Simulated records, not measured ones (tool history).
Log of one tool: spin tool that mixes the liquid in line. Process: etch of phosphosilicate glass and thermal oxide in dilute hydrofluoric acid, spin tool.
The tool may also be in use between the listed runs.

| run | hour | temperature setpoint of the liquid (°C) | parts of water to one part of 49 % hydrofluoric acid (parts by volume) | time under the liquid (s) | thickness taken off the phosphosilicate glass on a monitor wafer (angstrom) | thickness taken off the thermal oxide on a monitor wafer (angstrom) |
|---|---|---|---|---|---|---|
| 1 | 0.0 | 21.0 | 85 | 30 | 426.51 | 12.108 |
| 2 | 2.4 | 21.0 | 85 | 45 | 634.50 | 18.693 |
| 3 | 3.1 | 23.5 | 70 | 45 | 871.14 | 24.542 |
| 4 | 9.8 | 23.5 | 70 | 50 | 964.46 | 28.044 |
| 5 | 15.2 | 23.5 | 70 | 40 | 772.05 | 22.688 |
| 6 | 24.0 | 25.0 | 55 | 40 | 1060.70 | 30.416 |
| 7 | 29.7 | 26.0 | 50 | 40 | 1254.30 | 35.075 |
| 8 | 33.4 | 27.0 | 45 | 40 | 1432.10 | 41.395 |
| 9 | 36.3 | 27.5 | 45 | 40 | 1465.80 | 42.944 |

Run 10 comes next. What will it give?
| 10 | 43.2 | 28.0 | 45 | 40 | ? | ? |

{"run 10": {"thickness taken off the phosphosilicate glass on a monitor wafer (angstrom)": 1509.7, "thickness taken off the thermal oxide on a monitor wafer (angstrom)": 44.51}}

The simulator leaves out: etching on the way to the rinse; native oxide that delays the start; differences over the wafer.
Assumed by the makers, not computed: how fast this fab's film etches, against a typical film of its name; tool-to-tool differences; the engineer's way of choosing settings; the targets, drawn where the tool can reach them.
